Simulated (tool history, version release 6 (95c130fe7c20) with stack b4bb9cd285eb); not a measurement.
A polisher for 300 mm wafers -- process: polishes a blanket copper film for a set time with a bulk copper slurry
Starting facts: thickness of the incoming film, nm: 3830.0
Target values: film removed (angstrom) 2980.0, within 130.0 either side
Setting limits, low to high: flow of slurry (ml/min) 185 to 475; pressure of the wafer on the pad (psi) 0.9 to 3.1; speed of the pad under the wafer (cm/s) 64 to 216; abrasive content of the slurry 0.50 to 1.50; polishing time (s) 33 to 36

run  hour  flow of slurry (ml/min)  pressure of the wafer on the pad (psi)  speed of the pad under the wafer (cm/s)  abrasive content of the slurry  polishing time (s)  film removed (angstrom)
  1   0.0                      305                                     2.0                                      140                            1.00                  36                   3698.6
  2   1.6                      305                                     1.9                                      140                            1.00                  36                   3583.1
  3   5.1                      305                                     1.8                                      140                            1.00                  36                   3388.1
  4  10.8                      305                                     2.3                                      140                            1.00                  36                   4240.3
  5  13.8                      305                                     2.2                                      140                            1.00                  36                   4151.4
  6  20.1                      305                                     2.5                                      140                            1.00                  36                   4571.6
  7  21.5                      305                                     1.9                                      132                            1.00                  36                   3327.7
  8  26.7                      305                                     1.8                                      132                            1.00                  36                   3128.8

4 candidate next runs follow, results not yet known. Just one meets every target within its allowed miss. Identify it.
  A  31.9                      370                                     2.4                                      112                            0.60                  36                        ?
  B  31.9                      200                                     2.2                                      118                            1.05                  36                        ?
  C  31.9                      335                                     1.5                                      172                            0.85                  36                        ?
  D  31.9                      265                                     1.9                                      130                            1.05                  33                        ?

move  film removed (angstrom)
   A                   3210.8
   B                   3353.4
   C                   3312.4
   D                   2995.9
A: the biggest miss grows against the last run
B: the biggest miss grows against the last run
C: the biggest miss grows against the last run
D: all results land within tolerance of their targets
Correct choice: D, which meets every target
